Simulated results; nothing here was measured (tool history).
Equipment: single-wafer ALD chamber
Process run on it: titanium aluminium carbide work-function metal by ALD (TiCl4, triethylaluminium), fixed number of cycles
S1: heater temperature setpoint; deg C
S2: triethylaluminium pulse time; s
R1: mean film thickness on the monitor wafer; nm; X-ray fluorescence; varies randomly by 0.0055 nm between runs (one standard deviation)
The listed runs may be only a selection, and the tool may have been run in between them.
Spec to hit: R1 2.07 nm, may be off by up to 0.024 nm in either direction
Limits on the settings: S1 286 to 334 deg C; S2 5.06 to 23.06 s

Run 1, hour 0: S1 310 deg C, S2 14.06 s. Result: R1 2.172 nm.
Run 2, hour 8.7: S1 310 deg C, S2 16.96 s. Result: R1 2.1911 nm.
Run 3, hour 14.4: S1 310 deg C, S2 14.45 s. Result: R1 2.1734 nm.
Run 4, hour 16.4: S1 310 deg C, S2 13.05 s. Result: R1 2.1563 nm.
Run 5, hour 22.1: S1 307 deg C, S2 12.76 s. Result: R1 2.1402 nm.
Run 6, hour 24.5: S1 314 deg C, S2 12.76 s. Result: R1 2.1876 nm.
Run 7, hour 28.3: S1 309 deg C, S2 12.18 s. Result: R1 2.1488 nm.
Run 8, hour 31.4: S1 306 deg C, S2 11.81 s. Result: R1 2.1162 nm.

Consider the 5 candidate settings below. Which is the only one whose results all fall within their allowed miss of target?
Run A, hour 34.5: S1 290 deg C, S2 14.32 s. Result: R1 ?.
Run B, hour 34.5: S1 309 deg C, S2 11.88 s. Result: R1 ?.
Run C, hour 34.5: S1 306 deg C, S2 10.68 s. Result: R1 ?.
Run D, hour 34.5: S1 297 deg C, S2 11.61 s. Result: R1 ?.
Run E, hour 34.5: S1 310 deg C, S2 12.44 s. Result: R1 ?.

move      R1
   A  1.9989
   B  2.1218
   C  2.0575
   D  2.0168
   E  2.1421
A: carries the result that was furthest off beyond its target, to the other side
B: the biggest miss grows against the last run
C: hits every target within its allowed miss
D: carries the result that was furthest off beyond its target, to the other side
E: the biggest miss grows against the last run
Correct choice: C, which meets every target
